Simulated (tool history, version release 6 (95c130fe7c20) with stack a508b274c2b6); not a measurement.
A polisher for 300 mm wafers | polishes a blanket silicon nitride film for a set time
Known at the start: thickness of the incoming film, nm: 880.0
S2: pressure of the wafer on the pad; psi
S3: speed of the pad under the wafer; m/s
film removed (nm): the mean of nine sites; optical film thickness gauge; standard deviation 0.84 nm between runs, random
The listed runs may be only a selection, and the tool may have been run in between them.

run 1 hour=0.0 | flow_of_slurry_(ml/min)=315 S2=2.5 S3=1.28 polishing_time_(s)=48 | film_removed_(nm)=69.554
run 2 hour=5.7 | flow_of_slurry_(ml/min)=320 S2=3.0 S3=1.28 polishing_time_(s)=48 | film_removed_(nm)=81.888
run 3 hour=6.7 | flow_of_slurry_(ml/min)=325 S2=3.3 S3=1.34 polishing_time_(s)=48 | film_removed_(nm)=92.431
run 4 hour=14.4 | flow_of_slurry_(ml/min)=325 S2=3.5 S3=1.40 polishing_time_(s)=48 | film_removed_(nm)=99.734
run 5 hour=22.4 | flow_of_slurry_(ml/min)=330 S2=3.6 S3=1.46 polishing_time_(s)=48 | film_removed_(nm)=104.830
run 6 hour=29.7 | flow_of_slurry_(ml/min)=330 S2=3.7 S3=1.52 polishing_time_(s)=48 | film_removed_(nm)=111.160

Run 7 is up next; what results do you expect?
run 7 hour=38.1 | flow_of_slurry_(ml/min)=345 S2=3.9 S3=1.56 polishing_time_(s)=48 | film_removed_(nm)=?

film removed (nm): 119.270

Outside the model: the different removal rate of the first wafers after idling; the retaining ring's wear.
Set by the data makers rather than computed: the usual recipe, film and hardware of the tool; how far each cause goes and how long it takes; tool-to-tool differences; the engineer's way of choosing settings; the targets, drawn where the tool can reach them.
